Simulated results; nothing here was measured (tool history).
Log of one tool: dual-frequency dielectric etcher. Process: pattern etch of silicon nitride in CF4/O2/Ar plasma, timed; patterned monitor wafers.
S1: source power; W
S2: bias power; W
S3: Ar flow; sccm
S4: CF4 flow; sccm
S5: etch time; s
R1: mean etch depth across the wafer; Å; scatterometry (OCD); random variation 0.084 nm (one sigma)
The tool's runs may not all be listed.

run	day	S1	S2	S3	S4	S5	R1
1	0	600	43	109	71	8	173.55
2	0.138	600	43	109	71	7	152.82
3	0.275	690	43	109	71	7	164.39
4	0.629	660	43	109	71	7	163.56
5	0.908	770	43	109	71	7	177.28
6	0.958	770	43	109	82	7	181.76
7	1.054	720	42	109	82	7	174.11
8	1.404	680	41	109	82	7	166.65

For run 9, what comes out?
9	1.483	560	39	110	82	7	?

R1: 146.07 Å
